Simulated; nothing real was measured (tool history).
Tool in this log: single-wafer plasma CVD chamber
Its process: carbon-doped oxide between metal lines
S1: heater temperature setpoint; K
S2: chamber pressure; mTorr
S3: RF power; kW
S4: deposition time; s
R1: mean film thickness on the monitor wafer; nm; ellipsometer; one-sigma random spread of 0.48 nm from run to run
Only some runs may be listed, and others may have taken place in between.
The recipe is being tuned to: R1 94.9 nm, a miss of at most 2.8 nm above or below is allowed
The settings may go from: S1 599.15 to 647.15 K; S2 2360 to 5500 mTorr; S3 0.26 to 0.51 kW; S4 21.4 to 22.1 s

run 1 hour=0 | S1=623.15 S2=3930 S3=0.385 S4=21.4 | R1=81.229
run 2 hour=0.9 | S1=623.15 S2=3930 S3=0.385 S4=21.4 | R1=81.255
run 3 hour=1.8 | S1=623.15 S2=3960 S3=0.395 S4=21.4 | R1=83.525
run 4 hour=4.5 | S1=627.15 S2=3960 S3=0.395 S4=21.4 | R1=81.98
run 5 hour=9.8 | S1=626.15 S2=4010 S3=0.4 S4=21.4 | R1=83.567
run 6 hour=13.4 | S1=626.15 S2=4070 S3=0.405 S4=21.4 | R1=85.119
run 7 hour=14.9 | S1=626.15 S2=4070 S3=0.405 S4=21.4 | R1=84.467
run 8 hour=23.5 | S1=625.15 S2=4120 S3=0.41 S4=21.4 | R1=86.998

Which one of the following 4 next-run settings gets every result inside its allowed miss? There is exactly one.
run A hour=32.1 | S1=627.15 S2=3840 S3=0.42 S4=21.9 | R1=?
run B hour=32.1 | S1=629.15 S2=4410 S3=0.44 S4=22.1 | R1=?
run C hour=32.1 | S1=630.15 S2=3530 S3=0.38 S4=21.4 | R1=?
run D hour=32.1 | S1=621.15 S2=4440 S3=0.41 S4=21.4 | R1=?

move=A R1=88.2
move=B R1=94.157
move=C R1=77.598
move=D R1=87.644
A: nearer the targets than the last run, but a result is still out of spec
B: hits every target within its allowed miss
C: moves away from the targets compared with the last run
D: nearer the targets than the last run, but a result is still out of spec
The right move is B.

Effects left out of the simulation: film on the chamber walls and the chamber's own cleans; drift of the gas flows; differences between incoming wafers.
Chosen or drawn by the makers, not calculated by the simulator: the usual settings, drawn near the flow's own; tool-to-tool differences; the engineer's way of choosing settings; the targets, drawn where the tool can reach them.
